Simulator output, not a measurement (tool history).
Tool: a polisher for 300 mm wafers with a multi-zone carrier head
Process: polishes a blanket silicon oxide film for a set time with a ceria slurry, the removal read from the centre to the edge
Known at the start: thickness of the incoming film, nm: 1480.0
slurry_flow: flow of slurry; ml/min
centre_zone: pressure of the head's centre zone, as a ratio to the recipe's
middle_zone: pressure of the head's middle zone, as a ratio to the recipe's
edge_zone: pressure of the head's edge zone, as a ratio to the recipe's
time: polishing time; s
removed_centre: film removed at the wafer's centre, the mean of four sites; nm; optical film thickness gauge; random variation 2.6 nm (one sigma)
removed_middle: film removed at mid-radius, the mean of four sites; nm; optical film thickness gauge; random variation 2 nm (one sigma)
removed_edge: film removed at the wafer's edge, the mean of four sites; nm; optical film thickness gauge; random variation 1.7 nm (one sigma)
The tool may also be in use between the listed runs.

| run | hour | slurry_flow | centre_zone | middle_zone | edge_zone | time | removed_centre | removed_middle | removed_edge |
|---|---|---|---|---|---|---|---|---|---|
| 1 | 0.0 | 290 | 1.00 | 1.00 | 1.00 | 78 | 271.00 | 253.19 | 256.04 |
| 2 | 5.5 | 290 | 1.00 | 0.99 | 0.99 | 74 | 246.07 | 244.01 | 243.16 |
| 3 | 13.3 | 355 | 1.00 | 0.99 | 0.99 | 74 | 256.31 | 246.77 | 249.92 |
| 4 | 15.6 | 350 | 1.02 | 0.98 | 0.97 | 70 | 249.15 | 237.27 | 233.08 |
| 5 | 19.0 | 350 | 1.02 | 0.98 | 0.89 | 70 | 250.56 | 233.13 | 223.63 |
| 6 | 27.7 | 350 | 1.02 | 0.98 | 0.97 | 70 | 243.98 | 236.20 | 232.43 |
| 7 | 32.1 | 335 | 1.03 | 0.96 | 0.96 | 67 | 235.63 | 221.08 | 218.87 |
| 8 | 33.0 | 330 | 1.03 | 0.94 | 0.95 | 65 | 232.03 | 210.76 | 212.46 |
| 9 | 41.4 | 325 | 1.03 | 0.93 | 0.94 | 63 | 220.63 | 200.49 | 204.36 |
| 10 | 42.7 | 320 | 1.03 | 0.92 | 0.93 | 61 | 217.60 | 188.68 | 193.14 |
| 11 | 48.7 | 320 | 1.03 | 0.92 | 0.93 | 61 | 217.59 | 185.40 | 196.81 |
| 12 | 56.9 | 320 | 1.03 | 0.92 | 0.92 | 59 | 200.87 | 183.13 | 190.28 |
| 13 | 65.8 | 315 | 1.04 | 0.92 | 0.91 | 58 | 205.53 | 181.18 | 184.62 |

The next listed run, before its measurement:
| 14 | 70.3 | 305 | 1.04 | 0.92 | 0.90 | 57 | ? | ? | ? |

removed_centre: 197.21 nm
removed_middle: 175.91 nm
removed_edge: 181.80 nm

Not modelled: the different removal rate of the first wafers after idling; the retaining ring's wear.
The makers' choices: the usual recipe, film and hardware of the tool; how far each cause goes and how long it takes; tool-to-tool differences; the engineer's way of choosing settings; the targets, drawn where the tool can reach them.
